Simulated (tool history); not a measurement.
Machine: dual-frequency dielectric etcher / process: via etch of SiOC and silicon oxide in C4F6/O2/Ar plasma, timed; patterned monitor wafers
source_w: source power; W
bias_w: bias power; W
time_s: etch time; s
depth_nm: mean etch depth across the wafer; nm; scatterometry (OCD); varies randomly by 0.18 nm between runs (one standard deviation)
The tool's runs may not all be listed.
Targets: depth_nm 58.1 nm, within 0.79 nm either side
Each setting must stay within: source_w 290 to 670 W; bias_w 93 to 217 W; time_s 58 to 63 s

run	hour	source_w	bias_w	time_s	depth_nm
1	0	480	155	63	68.663
2	1.1	440	153	63	66.27
3	5.2	410	151	63	64.274
4	8.5	390	150	63	63.195
5	16.4	390	150	63	63.257
6	24	370	149	63	61.72
7	24.6	360	149	63	61.165
# hour 28.9: bias power generator calibrated
8	28.9	350	149	63	59.852
9	35.8	340	149	63	59.085

Which of these 4 next moves meets every target?
A	42.7	440	117	63	?
B	42.7	360	173	59.5	?
C	42.7	400	143	59	?
D	42.7	360	151	58	?

move	depth_nm
A	60.33
B	59.418
C	57.777
D	55.528
A: moves away from the targets compared with the last run
B: moves away from the targets compared with the last run
C: all results in spec
D: carries the result that was furthest off beyond its target, to the other side
So the answer is move C, the one that meets all the targets.

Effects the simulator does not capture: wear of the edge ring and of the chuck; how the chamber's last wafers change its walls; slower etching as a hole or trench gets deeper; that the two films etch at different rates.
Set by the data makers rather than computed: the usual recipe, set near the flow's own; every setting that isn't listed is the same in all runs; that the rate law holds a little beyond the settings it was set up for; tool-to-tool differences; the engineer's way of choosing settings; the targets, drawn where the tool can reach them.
